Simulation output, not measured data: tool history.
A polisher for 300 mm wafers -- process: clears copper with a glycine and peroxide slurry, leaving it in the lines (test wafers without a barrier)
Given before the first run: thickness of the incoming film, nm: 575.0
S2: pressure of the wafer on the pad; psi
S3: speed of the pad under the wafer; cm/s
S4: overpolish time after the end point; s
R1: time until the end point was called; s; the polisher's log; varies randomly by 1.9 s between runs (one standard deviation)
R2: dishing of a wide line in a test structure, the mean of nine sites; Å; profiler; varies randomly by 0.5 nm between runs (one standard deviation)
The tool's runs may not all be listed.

run 1 hour=0 | flow_of_slurry_(ml/min)=160 S2=2.8 S3=80 S4=30 | R1=144.93 R2=586.09
run 2 hour=4.5 | flow_of_slurry_(ml/min)=135 S2=2.8 S3=80 S4=30 | R1=146.66 R2=597.99
run 3 hour=8.1 | flow_of_slurry_(ml/min)=135 S2=2.4 S3=80 S4=30 | R1=161.73 R2=544.12
run 4 hour=11.9 | flow_of_slurry_(ml/min)=150 S2=2.4 S3=80 S4=30 | R1=169.33 R2=544.46
run 5 hour=20 | flow_of_slurry_(ml/min)=165 S2=2.4 S3=80 S4=30 | R1=160.81 R2=558.84
run 6 hour=22.8 | flow_of_slurry_(ml/min)=195 S2=2.4 S3=80 S4=30 | R1=158.01 R2=563.32
run 7 hour=24 | flow_of_slurry_(ml/min)=190 S2=2.5 S3=80 S4=27 | R1=154.84 R2=535.68
run 8 hour=30.6 | flow_of_slurry_(ml/min)=175 S2=2.6 S3=80 S4=24 | R1=149.19 R2=499.34

Run 9, settings as shown, results not yet in. Your forecast:
run 9 hour=33.4 | flow_of_slurry_(ml/min)=130 S2=3 S3=84 S4=10 | R1=? R2=?

Run 9 yielded R1 135.65 s, R2 264.56 Å.
